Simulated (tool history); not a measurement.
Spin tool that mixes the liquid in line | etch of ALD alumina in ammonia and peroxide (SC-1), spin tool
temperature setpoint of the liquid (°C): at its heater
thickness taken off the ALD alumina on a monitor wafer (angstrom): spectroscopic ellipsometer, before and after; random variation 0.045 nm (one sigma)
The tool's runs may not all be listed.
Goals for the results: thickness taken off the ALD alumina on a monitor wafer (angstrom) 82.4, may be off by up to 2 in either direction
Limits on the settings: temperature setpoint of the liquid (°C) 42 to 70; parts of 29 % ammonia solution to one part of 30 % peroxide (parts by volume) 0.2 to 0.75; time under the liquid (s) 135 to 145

run	hour	temperature setpoint of the liquid (°C)	parts of 29 % ammonia solution to one part of 30 % peroxide (parts by volume)	time under the liquid (s)	thickness taken off the ALD alumina on a monitor wafer (angstrom)
1	0	58	0.45	135	120.29
2	4.3	58	0.45	145	129.52
3	6.7	56	0.45	145	116.83
4	7.8	56	0.45	135	109.5
5	13.8	59.5	0.45	135	131.27
6	22.7	59.5	0.45	145	141.96
7	24.2	51.5	0.45	145	92.196
8	26.7	51	0.45	145	89.741

Pick the move, out of 4, that brings all results within their allowed miss; only one does.
A	29.2	50.5	0.55	135	?
B	29.2	50.5	0.45	145	?
C	29.2	49	0.45	140	?
D	29.2	48	0.55	145	?

move	thickness taken off the ALD alumina on a monitor wafer (angstrom)
A	82.84
B	87.297
C	77.601
D	77.491
A: every result within its allowed miss
B: moves toward the targets from the last run without getting all of them in spec
C: pushes the last run's worst result past its target
D: pushes the last run's worst result past its target
Move A is the one to make.
